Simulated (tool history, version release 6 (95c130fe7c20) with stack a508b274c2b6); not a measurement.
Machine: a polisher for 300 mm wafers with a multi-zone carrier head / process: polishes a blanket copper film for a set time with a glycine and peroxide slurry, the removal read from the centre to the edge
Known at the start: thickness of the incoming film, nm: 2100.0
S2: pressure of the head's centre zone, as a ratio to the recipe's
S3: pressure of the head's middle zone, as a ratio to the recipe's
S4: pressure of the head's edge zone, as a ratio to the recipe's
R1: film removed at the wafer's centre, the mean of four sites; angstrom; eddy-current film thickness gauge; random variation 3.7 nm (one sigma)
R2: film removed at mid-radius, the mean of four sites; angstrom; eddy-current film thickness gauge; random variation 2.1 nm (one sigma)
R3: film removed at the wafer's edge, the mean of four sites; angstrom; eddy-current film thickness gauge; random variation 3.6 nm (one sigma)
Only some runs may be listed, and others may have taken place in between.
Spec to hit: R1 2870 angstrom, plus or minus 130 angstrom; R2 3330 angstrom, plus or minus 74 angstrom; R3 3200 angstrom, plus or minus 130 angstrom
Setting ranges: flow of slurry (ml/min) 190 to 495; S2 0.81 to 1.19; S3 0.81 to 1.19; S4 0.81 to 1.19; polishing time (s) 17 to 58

run 1 hour=0 | flow_of_slurry_(ml/min)=320 S2=1 S3=1 S4=1 polishing_time_(s)=37 | R1=2641 R2=2444.8 R3=2404.4
run 2 hour=1.4 | flow_of_slurry_(ml/min)=320 S2=1 S3=1 S4=0.96 polishing_time_(s)=37 | R1=2662.6 R2=2411.7 R3=2391.8
run 3 hour=5.1 | flow_of_slurry_(ml/min)=320 S2=0.97 S3=1.01 S4=1 polishing_time_(s)=39 | R1=2748.7 R2=2589.6 R3=2483.5
run 4 hour=7.3 | flow_of_slurry_(ml/min)=260 S2=0.97 S3=1.01 S4=1 polishing_time_(s)=39 | R1=2597.7 R2=2524.6 R3=2485.6
run 5 hour=8.6 | flow_of_slurry_(ml/min)=245 S2=0.95 S3=1.02 S4=1.04 polishing_time_(s)=41 | R1=2712.3 R2=2683.3 R3=2659.7
run 6 hour=13.2 | flow_of_slurry_(ml/min)=230 S2=0.93 S3=1.04 S4=1.07 polishing_time_(s)=42 | R1=2678.8 R2=2757 R3=2766.4
run 7 hour=14.2 | flow_of_slurry_(ml/min)=240 S2=0.92 S3=1.07 S4=1.1 polishing_time_(s)=43 | R1=2772.7 R2=2912.6 R3=2854.1
run 8 hour=17.4 | flow_of_slurry_(ml/min)=245 S2=0.9 S3=1.08 S4=1.12 polishing_time_(s)=44 | R1=2742.4 R2=2999.1 R3=2948.9
run 9 hour=23.6 | flow_of_slurry_(ml/min)=250 S2=0.9 S3=1.09 S4=1.13 polishing_time_(s)=45 | R1=2857.6 R2=3061 R3=3038.3
run 10 hour=30.7 | flow_of_slurry_(ml/min)=270 S2=0.85 S3=1.19 S4=1.19 polishing_time_(s)=46 | R1=2773.1 R2=3429.2 R3=3175.7
run 11 hour=34.1 | flow_of_slurry_(ml/min)=270 S2=0.86 S3=1.18 S4=1.19 polishing_time_(s)=46 | R1=2784.8 R2=3438.6 R3=3203.6
run 12 hour=40.4 | flow_of_slurry_(ml/min)=270 S2=0.86 S3=1.18 S4=1.19 polishing_time_(s)=46 | R1=2696.9 R2=3424.2 R3=3303.2

4 candidate next runs follow, results not yet known. Just one meets every target within its allowed miss. Identify it.
run A hour=46.7 | flow_of_slurry_(ml/min)=290 S2=0.89 S3=1.17 S4=1.19 polishing_time_(s)=49 | R1=? R2=? R3=?
run B hour=46.7 | flow_of_slurry_(ml/min)=300 S2=0.83 S3=1.04 S4=1.19 polishing_time_(s)=48 | R1=? R2=? R3=?
run C hour=46.7 | flow_of_slurry_(ml/min)=235 S2=0.89 S3=1.15 S4=1.17 polishing_time_(s)=47 | R1=? R2=? R3=?
run D hour=46.7 | flow_of_slurry_(ml/min)=235 S2=0.81 S3=1.19 S4=1.19 polishing_time_(s)=45 | R1=? R2=? R3=?

move=A R1=3075.8 R2=3663.6 R3=3467.4
move=B R1=2817.3 R2=3255.8 R3=3410.8
move=C R1=2878.6 R2=3387 R3=3243
move=D R1=2509.1 R2=3341.5 R3=3130.9
A: moves the result that the last run missed by most past its target, out the other side
B: brings the last run's worst result on target, with another outside its allowed miss
C: hits every target within its allowed miss
D: misses by more than the last run did
Move C is the one to make.
